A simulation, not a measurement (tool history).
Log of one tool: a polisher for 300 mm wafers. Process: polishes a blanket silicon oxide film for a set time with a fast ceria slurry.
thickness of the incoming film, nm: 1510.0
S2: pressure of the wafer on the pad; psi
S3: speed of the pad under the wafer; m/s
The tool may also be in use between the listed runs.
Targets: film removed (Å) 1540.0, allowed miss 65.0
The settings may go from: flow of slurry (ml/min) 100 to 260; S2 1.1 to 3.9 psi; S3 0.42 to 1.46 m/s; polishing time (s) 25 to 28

run 1 hour=0.0 | flow_of_slurry_(ml/min)=165 S2=2.5 S3=0.94 polishing_time_(s)=28 | film_removed_(Å)=4105.6
run 2 hour=6.1 | flow_of_slurry_(ml/min)=165 S2=2.5 S3=0.94 polishing_time_(s)=28 | film_removed_(Å)=4184.4
run 3 hour=12.5 | flow_of_slurry_(ml/min)=190 S2=2.5 S3=0.94 polishing_time_(s)=28 | film_removed_(Å)=4120.7
run 4 hour=20.7 | flow_of_slurry_(ml/min)=190 S2=2.2 S3=0.86 polishing_time_(s)=28 | film_removed_(Å)=3426.3
run 5 hour=26.2 | flow_of_slurry_(ml/min)=190 S2=2.0 S3=0.78 polishing_time_(s)=28 | film_removed_(Å)=2770.7
run 6 hour=29.9 | flow_of_slurry_(ml/min)=190 S2=1.8 S3=0.74 polishing_time_(s)=28 | film_removed_(Å)=2405.8
run 7 hour=32.7 | flow_of_slurry_(ml/min)=190 S2=1.7 S3=0.72 polishing_time_(s)=28 | film_removed_(Å)=2199.4
run 8 hour=38.6 | flow_of_slurry_(ml/min)=190 S2=1.6 S3=0.72 polishing_time_(s)=28 | film_removed_(Å)=2102.0
run 9 hour=44.3 | flow_of_slurry_(ml/min)=180 S2=1.1 S3=0.62 polishing_time_(s)=28 | film_removed_(Å)=1306.9
run 10 hour=52.8 | flow_of_slurry_(ml/min)=190 S2=1.1 S3=0.62 polishing_time_(s)=28 | film_removed_(Å)=1271.0
run 11 hour=53.9 | flow_of_slurry_(ml/min)=190 S2=1.2 S3=0.62 polishing_time_(s)=28 | film_removed_(Å)=1398.0
run 12 hour=57.8 | flow_of_slurry_(ml/min)=195 S2=1.2 S3=0.62 polishing_time_(s)=28 | film_removed_(Å)=1391.7

Which of these 4 next moves meets every target?
run A hour=61.7 | flow_of_slurry_(ml/min)=195 S2=1.4 S3=0.52 polishing_time_(s)=28 | film_removed_(Å)=?
run B hour=61.7 | flow_of_slurry_(ml/min)=210 S2=1.2 S3=0.74 polishing_time_(s)=28 | film_removed_(Å)=?
run C hour=61.7 | flow_of_slurry_(ml/min)=240 S2=1.5 S3=0.54 polishing_time_(s)=28 | film_removed_(Å)=?
run D hour=61.7 | flow_of_slurry_(ml/min)=195 S2=1.6 S3=0.56 polishing_time_(s)=28 | film_removed_(Å)=?

move=A film_removed_(Å)=1359.5
move=B film_removed_(Å)=1659.0
move=C film_removed_(Å)=1535.8
move=D film_removed_(Å)=1656.0
A: further off than the last run
B: takes the result that was furthest off past its target
C: meets every target
D: takes the result that was furthest off past its target
The right move is C.
